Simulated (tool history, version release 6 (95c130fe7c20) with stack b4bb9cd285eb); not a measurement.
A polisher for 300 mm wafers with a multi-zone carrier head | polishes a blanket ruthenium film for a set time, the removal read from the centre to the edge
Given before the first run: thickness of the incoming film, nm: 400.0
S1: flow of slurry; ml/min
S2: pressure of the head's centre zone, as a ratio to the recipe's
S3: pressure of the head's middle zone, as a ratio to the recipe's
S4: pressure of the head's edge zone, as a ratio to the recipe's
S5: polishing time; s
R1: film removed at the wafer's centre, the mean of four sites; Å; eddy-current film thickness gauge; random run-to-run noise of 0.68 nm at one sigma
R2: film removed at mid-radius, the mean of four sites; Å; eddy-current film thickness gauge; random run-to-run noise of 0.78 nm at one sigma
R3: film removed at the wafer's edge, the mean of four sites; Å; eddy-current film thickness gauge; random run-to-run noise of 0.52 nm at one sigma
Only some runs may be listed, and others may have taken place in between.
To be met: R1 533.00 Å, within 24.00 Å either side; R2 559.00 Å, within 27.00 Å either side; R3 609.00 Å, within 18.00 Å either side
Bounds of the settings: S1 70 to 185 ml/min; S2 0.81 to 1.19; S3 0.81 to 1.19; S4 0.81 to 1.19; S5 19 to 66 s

| run | hour | S1 | S2 | S3 | S4 | S5 | R1 | R2 | R3 |
|---|---|---|---|---|---|---|---|---|---|
| 1 | 0.0 | 120 | 1.00 | 1.00 | 1.00 | 42 | 439.87 | 448.76 | 437.28 |
| 2 | 2.2 | 125 | 0.99 | 0.99 | 1.03 | 43 | 457.82 | 469.84 | 446.71 |
| 3 | 10.2 | 115 | 0.97 | 0.97 | 1.03 | 46 | 471.46 | 472.11 | 471.42 |
| 4 | 14.7 | 115 | 0.97 | 0.90 | 1.03 | 46 | 472.23 | 453.67 | 481.97 |
| 5 | 18.4 | 120 | 0.95 | 0.89 | 1.05 | 47 | 482.19 | 448.46 | 493.07 |
| 6 | 27.3 | 120 | 0.95 | 0.89 | 1.05 | 57 | 571.11 | 547.82 | 605.57 |
| 7 | 32.7 | 120 | 0.94 | 0.90 | 1.05 | 57 | 567.60 | 562.00 | 600.00 |
| 8 | 41.5 | 120 | 0.93 | 0.90 | 1.06 | 57 | 571.16 | 557.04 | 597.05 |

Which single option among these 4 for the next run brings every result within its allowed miss of target? Just one does.
| A | 50.3 | 120 | 0.81 | 0.81 | 1.10 | 61 | ? | ? | ? |
| B | 50.3 | 145 | 0.87 | 0.88 | 1.10 | 55 | ? | ? | ? |
| C | 50.3 | 105 | 0.97 | 0.89 | 1.06 | 59 | ? | ? | ? |
| D | 50.3 | 100 | 0.92 | 0.81 | 1.09 | 58 | ? | ? | ? |

| move | R1 | R2 | R3 |
|---|---|---|---|
| A | 515.26 | 554.81 | 655.60 |
| B | 522.26 | 556.66 | 607.10 |
| C | 576.76 | 561.22 | 610.99 |
| D | 529.55 | 504.40 | 602.57 |
A: brings the last run's worst result on target, with another outside its allowed miss
B: hits every target within its allowed miss
C: moves away from the targets compared with the last run
D: brings the last run's worst result on target, with another outside its allowed miss
So the answer is move B, the one that meets all the targets.
